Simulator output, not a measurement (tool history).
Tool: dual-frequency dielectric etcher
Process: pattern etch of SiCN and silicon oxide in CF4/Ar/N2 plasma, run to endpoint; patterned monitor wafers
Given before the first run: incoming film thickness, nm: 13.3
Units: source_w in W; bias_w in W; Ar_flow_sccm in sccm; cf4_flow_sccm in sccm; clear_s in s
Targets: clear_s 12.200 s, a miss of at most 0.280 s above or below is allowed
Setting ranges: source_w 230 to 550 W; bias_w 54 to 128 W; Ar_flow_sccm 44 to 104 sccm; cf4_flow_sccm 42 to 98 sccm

{"run": 1, "hour": 0.0, "source_w": 390, "bias_w": 91, "Ar_flow_sccm": 74, "cf4_flow_sccm": 70, "clear_s": 14.84}
{"run": 2, "hour": 4.8, "source_w": 390, "bias_w": 91, "Ar_flow_sccm": 84, "cf4_flow_sccm": 70, "clear_s": 15.109}
{"run": 3, "hour": 7.6, "source_w": 330, "bias_w": 91, "Ar_flow_sccm": 84, "cf4_flow_sccm": 70, "clear_s": 17.408}
{"run": 4, "hour": 16.0, "source_w": 330, "bias_w": 91, "Ar_flow_sccm": 84, "cf4_flow_sccm": 65, "clear_s": 17.704}
{"run": 5, "hour": 18.2, "source_w": 360, "bias_w": 92, "Ar_flow_sccm": 84, "cf4_flow_sccm": 65, "clear_s": 16.258}
{"run": 6, "hour": 20.5, "source_w": 360, "bias_w": 92, "Ar_flow_sccm": 76, "cf4_flow_sccm": 65, "clear_s": 15.997}
{"run": 7, "hour": 21.4, "source_w": 380, "bias_w": 93, "Ar_flow_sccm": 76, "cf4_flow_sccm": 65, "clear_s": 15.359}
{"run": 8, "hour": 23.1, "source_w": 400, "bias_w": 94, "Ar_flow_sccm": 76, "cf4_flow_sccm": 65, "clear_s": 14.552}

Which of these 5 next moves meets every target?
{"run": "A", "hour": 24.8, "source_w": 380, "bias_w": 79, "Ar_flow_sccm": 56, "cf4_flow_sccm": 61, "clear_s": "?"}
{"run": "B", "hour": 24.8, "source_w": 440, "bias_w": 123, "Ar_flow_sccm": 68, "cf4_flow_sccm": 79, "clear_s": "?"}
{"run": "C", "hour": 24.8, "source_w": 360, "bias_w": 83, "Ar_flow_sccm": 83, "cf4_flow_sccm": 64, "clear_s": "?"}
{"run": "D", "hour": 24.8, "source_w": 470, "bias_w": 105, "Ar_flow_sccm": 62, "cf4_flow_sccm": 55, "clear_s": "?"}
{"run": "E", "hour": 24.8, "source_w": 370, "bias_w": 84, "Ar_flow_sccm": 71, "cf4_flow_sccm": 75, "clear_s": "?"}

move=A clear_s=15.711
move=B clear_s=11.746
move=C clear_s=17.001
move=D clear_s=12.257
move=E clear_s=15.760
A: its largest miss is bigger than the last run's
B: pushes the last run's worst result past its target
C: its largest miss is bigger than the last run's
D: all results land within tolerance of their targets
E: its largest miss is bigger than the last run's
The move that meets every target is D.
